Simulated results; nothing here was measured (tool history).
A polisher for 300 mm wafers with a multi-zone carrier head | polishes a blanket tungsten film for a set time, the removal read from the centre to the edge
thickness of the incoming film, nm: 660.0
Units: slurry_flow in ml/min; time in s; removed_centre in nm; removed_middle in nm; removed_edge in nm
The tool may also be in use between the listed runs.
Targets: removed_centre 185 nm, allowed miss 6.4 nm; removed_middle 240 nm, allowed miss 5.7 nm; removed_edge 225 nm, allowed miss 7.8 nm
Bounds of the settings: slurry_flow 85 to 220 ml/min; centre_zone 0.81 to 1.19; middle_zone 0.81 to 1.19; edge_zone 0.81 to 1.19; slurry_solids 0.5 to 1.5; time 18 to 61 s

{"run": 1, "day": 0.0, "slurry_flow": 140, "centre_zone": 1, "middle_zone": 1, "edge_zone": 1, "slurry_solids": 1, "time": 39, "removed_centre": 170.02, "removed_middle": 173.47, "removed_edge": 168.33}
{"run": 2, "day": 0.283, "slurry_flow": 140, "centre_zone": 1, "middle_zone": 1, "edge_zone": 1.08, "slurry_solids": 1, "time": 39, "removed_centre": 165.39, "removed_middle": 172.85, "removed_edge": 174.24}
{"run": 3, "day": 0.646, "slurry_flow": 150, "centre_zone": 0.98, "middle_zone": 1.02, "edge_zone": 1.1, "slurry_solids": 1.1, "time": 39, "removed_centre": 170.86, "removed_middle": 183.43, "removed_edge": 181.64}
{"run": 4, "day": 0.762, "slurry_flow": 150, "centre_zone": 0.98, "middle_zone": 1.02, "edge_zone": 1.1, "slurry_solids": 1.1, "time": 33, "removed_centre": 146.4, "removed_middle": 153.5, "removed_edge": 153.67}
{"run": 5, "day": 0.983, "slurry_flow": 180, "centre_zone": 0.98, "middle_zone": 1.02, "edge_zone": 1.1, "slurry_solids": 1.1, "time": 33, "removed_centre": 150.05, "removed_middle": 160.95, "removed_edge": 157.11}
{"run": 6, "day": 1.146, "slurry_flow": 180, "centre_zone": 0.98, "middle_zone": 1.02, "edge_zone": 1.1, "slurry_solids": 1.3, "time": 33, "removed_centre": 158.17, "removed_middle": 167.34, "removed_edge": 168.05}
{"run": 7, "day": 1.2, "slurry_flow": 180, "centre_zone": 0.96, "middle_zone": 1.04, "edge_zone": 1.12, "slurry_solids": 1.35, "time": 35, "removed_centre": 165.87, "removed_middle": 181.27, "removed_edge": 181.12}
{"run": 8, "day": 1.492, "slurry_flow": 185, "centre_zone": 0.94, "middle_zone": 1.06, "edge_zone": 1.13, "slurry_solids": 1.4, "time": 36, "removed_centre": 171.82, "removed_middle": 196.14, "removed_edge": 191.51}
{"run": 9, "day": 1.583, "slurry_flow": 185, "centre_zone": 0.93, "middle_zone": 1.07, "edge_zone": 1.14, "slurry_solids": 1.4, "time": 37, "removed_centre": 172.67, "removed_middle": 201.52, "removed_edge": 194.23}

4 next moves are on the table. One of them brings every result within its allowed miss. Which?
{"run": "A", "day": 1.675, "slurry_flow": 155, "centre_zone": 0.99, "middle_zone": 1.12, "edge_zone": 1.08, "slurry_solids": 1.5, "time": 38, "removed_centre": "?", "removed_middle": "?", "removed_edge": "?"}
{"run": "B", "day": 1.675, "slurry_flow": 200, "centre_zone": 1.16, "middle_zone": 1.11, "edge_zone": 1, "slurry_solids": 1.3, "time": 32, "removed_centre": "?", "removed_middle": "?", "removed_edge": "?"}
{"run": "C", "day": 1.675, "slurry_flow": 180, "centre_zone": 0.98, "middle_zone": 0.81, "edge_zone": 1.19, "slurry_solids": 1.5, "time": 38, "removed_centre": "?", "removed_middle": "?", "removed_edge": "?"}
{"run": "D", "day": 1.675, "slurry_flow": 180, "centre_zone": 0.85, "middle_zone": 1.09, "edge_zone": 1.12, "slurry_solids": 1.4, "time": 44, "removed_centre": "?", "removed_middle": "?", "removed_edge": "?"}

move=A removed_centre=184.43 removed_middle=210.52 removed_edge=191.62
move=B removed_centre=184.25 removed_middle=176.81 removed_edge=154.46
move=C removed_centre=187.84 removed_middle=164.91 removed_edge=206.28
move=D removed_centre=185.36 removed_middle=240.44 removed_edge=226.41
A: nearer than the last run, and not there yet
B: further off than the last run
C: further off than the last run
D: meets every target
The right move is D.

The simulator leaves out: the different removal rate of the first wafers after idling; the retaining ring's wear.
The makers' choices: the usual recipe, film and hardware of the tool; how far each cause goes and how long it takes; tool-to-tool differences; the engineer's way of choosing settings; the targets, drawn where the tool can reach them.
